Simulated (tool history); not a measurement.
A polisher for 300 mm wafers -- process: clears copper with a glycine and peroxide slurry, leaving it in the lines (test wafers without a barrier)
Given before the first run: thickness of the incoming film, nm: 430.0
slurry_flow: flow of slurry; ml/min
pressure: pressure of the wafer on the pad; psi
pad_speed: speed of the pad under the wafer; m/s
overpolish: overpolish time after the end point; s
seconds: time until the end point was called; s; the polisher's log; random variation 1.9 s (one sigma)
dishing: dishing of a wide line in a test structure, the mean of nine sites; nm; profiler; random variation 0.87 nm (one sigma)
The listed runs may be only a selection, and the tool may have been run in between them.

run 1 hour=0 | slurry_flow=140 pressure=2.2 pad_speed=0.76 overpolish=9 | seconds=103.76 dishing=25.828
run 2 hour=8.8 | slurry_flow=125 pressure=2.2 pad_speed=0.76 overpolish=9 | seconds=105.28 dishing=25.379
run 3 hour=12.5 | slurry_flow=125 pressure=2.2 pad_speed=0.64 overpolish=9 | seconds=113.69 dishing=23.783
run 4 hour=16.6 | slurry_flow=125 pressure=2.2 pad_speed=0.64 overpolish=10 | seconds=114.29 dishing=25.545
run 5 hour=18.4 | slurry_flow=125 pressure=2.2 pad_speed=0.64 overpolish=11 | seconds=118.46 dishing=28.158
run 6 hour=20.3 | slurry_flow=125 pressure=2.3 pad_speed=0.64 overpolish=11 | seconds=110.71 dishing=27.841

Forecast run 7:
run 7 hour=26.3 | slurry_flow=125 pressure=2.3 pad_speed=0.66 overpolish=12 | seconds=? dishing=?

Run 7 came out at seconds 112.39 s, dishing 32.14 nm.

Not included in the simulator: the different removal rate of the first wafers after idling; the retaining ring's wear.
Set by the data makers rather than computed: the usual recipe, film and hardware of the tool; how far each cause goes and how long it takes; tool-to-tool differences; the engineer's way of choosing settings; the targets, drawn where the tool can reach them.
